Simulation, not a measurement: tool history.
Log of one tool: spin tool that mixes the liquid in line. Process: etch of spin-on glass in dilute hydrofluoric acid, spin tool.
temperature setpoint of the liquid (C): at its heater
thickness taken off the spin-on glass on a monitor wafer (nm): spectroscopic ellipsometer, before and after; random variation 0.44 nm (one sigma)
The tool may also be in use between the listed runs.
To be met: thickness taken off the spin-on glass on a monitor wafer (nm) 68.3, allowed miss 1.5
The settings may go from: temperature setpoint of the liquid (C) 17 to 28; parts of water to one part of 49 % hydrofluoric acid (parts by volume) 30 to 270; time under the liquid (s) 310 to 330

run	hour	temperature setpoint of the liquid (C)	parts of water to one part of 49 % hydrofluoric acid (parts by volume)	time under the liquid (s)	thickness taken off the spin-on glass on a monitor wafer (nm)
1	0	20	150	310	39.881
2	5.5	20	200	310	28.219
3	12.1	20	175	310	33.234
4	20.9	17.5	175	310	30.359
5	23.2	17.5	205	310	24.983
6	28.6	17.5	205	330	27.007
7	35.7	19	195	330	30.007
8	40	20.5	185	330	33.712

4 next moves are on the table. One of them brings every result within its allowed miss. Which?
A	44.3	25.5	120	330	?
B	44.3	21.5	110	330	?
C	44.3	21.5	100	330	?
D	44.3	22.5	115	330	?

move	thickness taken off the spin-on glass on a monitor wafer (nm)
A	68.242
B	64.357
C	71.611
D	63.704
A: meets every target
B: nearer than the last run, and not there yet
C: takes the result that was furthest off past its target
D: nearer than the last run, and not there yet
Answer: A
